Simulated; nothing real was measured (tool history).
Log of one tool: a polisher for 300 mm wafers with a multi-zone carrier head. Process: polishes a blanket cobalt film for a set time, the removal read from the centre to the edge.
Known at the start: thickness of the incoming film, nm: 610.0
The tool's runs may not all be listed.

| run | hour | flow of slurry (ml/min) | pressure of the head's centre zone | pressure of the head's middle zone | pressure of the head's edge zone | polishing time (s) | film removed at the wafer's centre (angstrom) | film removed at mid-radius (angstrom) | film removed at the wafer's edge (angstrom) |
|---|---|---|---|---|---|---|---|---|---|
| 1 | 0 | 135 | 1 | 1 | 1 | 50 | 2062.2 | 2021.1 | 2042 |
| 2 | 0.5 | 130 | 1 | 0.99 | 0.99 | 50 | 2028.4 | 2033.7 | 2041.3 |
| 3 | 2 | 130 | 1 | 0.99 | 0.91 | 50 | 2021.4 | 2031.1 | 1953.9 |
| 4 | 9 | 115 | 1 | 0.99 | 0.91 | 50 | 1949 | 1954.1 | 1920.6 |
| 5 | 12.6 | 115 | 1.06 | 0.99 | 0.91 | 50 | 2097.4 | 1967.2 | 1931.1 |
| 6 | 18.4 | 105 | 1.06 | 0.99 | 0.91 | 50 | 2045.2 | 1888.1 | 1901.4 |
| 7 | 19 | 100 | 1.06 | 0.98 | 0.91 | 50 | 2009.5 | 1850.4 | 1898.6 |

Run 8 comes next. What will it give?
| 8 | 23.1 | 100 | 1.06 | 0.97 | 0.91 | 50 | ? | ? | ? |

Run 8 gave film removed at the wafer's centre (angstrom) 1969.2, film removed at mid-radius (angstrom) 1868.8, film removed at the wafer's edge (angstrom) 1877.

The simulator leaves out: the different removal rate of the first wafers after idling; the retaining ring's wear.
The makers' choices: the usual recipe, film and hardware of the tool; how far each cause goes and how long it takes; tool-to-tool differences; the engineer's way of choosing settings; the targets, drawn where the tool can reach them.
